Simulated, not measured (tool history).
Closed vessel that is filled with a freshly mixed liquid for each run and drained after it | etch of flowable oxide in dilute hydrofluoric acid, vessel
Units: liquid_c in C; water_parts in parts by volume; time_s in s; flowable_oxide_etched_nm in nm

{"run": 1, "hour": 0.0, "liquid_c": 25.0, "water_parts": 100, "time_s": 30, "flowable_oxide_etched_nm": 17.672}
{"run": 2, "hour": 1.0, "liquid_c": 25.0, "water_parts": 125, "time_s": 30, "flowable_oxide_etched_nm": 13.659}
{"run": 3, "hour": 10.0, "liquid_c": 27.0, "water_parts": 105, "time_s": 30, "flowable_oxide_etched_nm": 18.109}
{"run": 4, "hour": 15.2, "liquid_c": 29.0, "water_parts": 105, "time_s": 30, "flowable_oxide_etched_nm": 19.679}
{"run": 5, "hour": 19.5, "liquid_c": 30.0, "water_parts": 105, "time_s": 30, "flowable_oxide_etched_nm": 20.147}
{"run": 6, "hour": 24.0, "liquid_c": 30.0, "water_parts": 80, "time_s": 30, "flowable_oxide_etched_nm": 27.438}
{"run": 7, "hour": 30.9, "liquid_c": 30.5, "water_parts": 70, "time_s": 30, "flowable_oxide_etched_nm": 32.569}

The next listed run, before its measurement:
{"run": 8, "hour": 34.7, "liquid_c": 31.0, "water_parts": 65, "time_s": 30, "flowable_oxide_etched_nm": "?"}

flowable_oxide_etched_nm: 36.022 nm
